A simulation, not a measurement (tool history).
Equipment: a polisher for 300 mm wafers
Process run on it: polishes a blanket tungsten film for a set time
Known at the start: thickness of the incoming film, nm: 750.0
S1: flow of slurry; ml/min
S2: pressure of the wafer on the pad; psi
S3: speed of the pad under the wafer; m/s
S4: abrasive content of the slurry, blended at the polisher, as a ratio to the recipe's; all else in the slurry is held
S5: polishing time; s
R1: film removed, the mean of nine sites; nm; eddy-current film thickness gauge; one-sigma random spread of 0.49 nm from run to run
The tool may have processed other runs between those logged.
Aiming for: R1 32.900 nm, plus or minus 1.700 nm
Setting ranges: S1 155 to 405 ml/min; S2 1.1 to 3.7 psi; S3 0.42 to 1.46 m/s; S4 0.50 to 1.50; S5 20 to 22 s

run,hour,S1,S2,S3,S4,S5,R1
1,0.0,260,2.4,0.94,1.00,22,61.146
2,6.4,215,2.4,0.94,1.00,22,58.801
3,7.3,215,2.2,0.94,1.00,22,54.893
4,10.8,215,2.5,0.94,1.00,22,60.733
5,16.0,215,2.3,0.92,1.00,22,56.793
6,22.1,215,2.3,0.92,0.90,22,53.936
7,25.6,215,2.1,0.90,0.90,22,50.123
8,30.3,215,2.0,0.88,0.90,22,45.494
9,34.0,215,1.9,0.88,0.90,22,44.804
10,35.7,215,1.8,0.88,0.90,22,41.404

Pick the move, out of 4, that brings all results within their allowed miss; only one does.
A,37.4,195,1.6,0.98,0.95,20,?
B,37.4,190,1.5,0.94,1.00,22,?
C,37.4,195,2.0,0.94,1.00,22,?
D,37.4,230,1.8,0.76,0.70,20,?

move,R1
A,37.091
B,37.382
C,49.381
D,32.531
A: closer than the last run, but not yet in spec
B: closer than the last run, but not yet in spec
C: the biggest miss grows against the last run
D: all results in spec
Go with D: it meets all targets.
